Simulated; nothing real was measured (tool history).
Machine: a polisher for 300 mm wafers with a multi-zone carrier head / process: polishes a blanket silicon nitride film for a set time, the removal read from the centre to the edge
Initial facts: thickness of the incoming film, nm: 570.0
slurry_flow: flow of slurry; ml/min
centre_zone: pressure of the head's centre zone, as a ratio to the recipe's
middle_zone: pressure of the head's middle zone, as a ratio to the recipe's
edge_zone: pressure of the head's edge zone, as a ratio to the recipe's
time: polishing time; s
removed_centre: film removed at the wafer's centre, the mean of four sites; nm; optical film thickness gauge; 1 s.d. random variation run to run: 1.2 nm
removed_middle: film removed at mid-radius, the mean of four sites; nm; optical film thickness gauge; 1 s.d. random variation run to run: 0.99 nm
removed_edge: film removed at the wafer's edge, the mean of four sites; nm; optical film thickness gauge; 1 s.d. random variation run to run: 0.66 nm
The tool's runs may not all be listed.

| run | hour | slurry_flow | centre_zone | middle_zone | edge_zone | time | removed_centre | removed_middle | removed_edge |
|---|---|---|---|---|---|---|---|---|---|
| 1 | 0.0 | 180 | 1.00 | 1.00 | 1.00 | 53 | 121.010 | 126.360 | 127.740 |
| 2 | 2.4 | 165 | 0.98 | 0.95 | 0.96 | 50 | 108.350 | 113.270 | 116.640 |
| 3 | 5.2 | 155 | 0.98 | 0.91 | 0.94 | 49 | 109.240 | 106.970 | 111.750 |
| 4 | 10.1 | 155 | 0.98 | 0.91 | 0.85 | 49 | 107.330 | 104.730 | 107.420 |
| 5 | 10.8 | 155 | 0.98 | 0.91 | 0.85 | 42 | 90.144 | 91.338 | 91.887 |
| 6 | 15.7 | 155 | 1.01 | 0.91 | 0.85 | 42 | 93.892 | 89.358 | 92.641 |
| 7 | 22.9 | 165 | 1.00 | 0.89 | 0.90 | 42 | 92.870 | 90.137 | 94.558 |

Expected results for the next run?
| 8 | 23.8 | 170 | 1.00 | 0.88 | 0.94 | 42 | ? | ? | ? |

removed_centre: 95.055 nm
removed_middle: 90.934 nm
removed_edge: 96.609 nm
